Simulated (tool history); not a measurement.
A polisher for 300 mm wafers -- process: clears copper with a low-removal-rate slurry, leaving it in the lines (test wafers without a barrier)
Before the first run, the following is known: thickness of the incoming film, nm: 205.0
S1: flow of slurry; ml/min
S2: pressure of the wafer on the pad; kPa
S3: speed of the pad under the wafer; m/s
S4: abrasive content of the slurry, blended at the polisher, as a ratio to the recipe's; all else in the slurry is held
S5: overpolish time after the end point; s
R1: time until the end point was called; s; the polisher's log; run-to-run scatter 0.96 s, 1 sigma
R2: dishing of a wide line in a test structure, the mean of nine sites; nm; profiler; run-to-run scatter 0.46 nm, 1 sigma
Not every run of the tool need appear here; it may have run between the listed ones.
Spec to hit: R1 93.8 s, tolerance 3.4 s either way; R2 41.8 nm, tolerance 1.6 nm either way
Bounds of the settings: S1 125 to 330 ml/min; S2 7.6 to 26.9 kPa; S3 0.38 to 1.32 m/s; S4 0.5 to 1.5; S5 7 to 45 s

run,hour,S1,S2,S3,S4,S5,R1,R2
1,0,210,17.2,0.84,1,23,108.69,25.948
2,8.5,210,17.2,0.84,1,19,107.22,22.753
3,13.5,210,17.2,0.84,1,20,108.1,23.235
4,14.9,210,21.4,0.84,1,20,91.346,27.166
5,17.2,210,21.4,0.84,1,21,91.095,28.55
6,23,210,21.4,0.84,0.8,21,94.379,27.238
7,27.7,210,21.4,0.84,0.8,22,95.396,27.96
8,34.3,210,21.4,0.84,0.8,23,96.961,28.882

4 candidate next runs follow, results not yet known. Just one meets every target within its allowed miss. Identify it.
A,40.9,220,22.8,0.64,0.9,39,?,?
B,40.9,230,22.8,0.78,0.85,36,?,?
C,40.9,205,20.7,0.8,0.9,38,?,?
D,40.9,145,22.8,0.78,0.8,38,?,?

move,R1,R2
A,105.84,40.354
B,94.499,41.348
C,100.41,40.911
D,101.46,40.838
A: brings the last run's worst result on target, with another outside its allowed miss
B: hits every target within its allowed miss
C: brings the last run's worst result on target, with another outside its allowed miss
D: brings the last run's worst result on target, with another outside its allowed miss
Answer: B

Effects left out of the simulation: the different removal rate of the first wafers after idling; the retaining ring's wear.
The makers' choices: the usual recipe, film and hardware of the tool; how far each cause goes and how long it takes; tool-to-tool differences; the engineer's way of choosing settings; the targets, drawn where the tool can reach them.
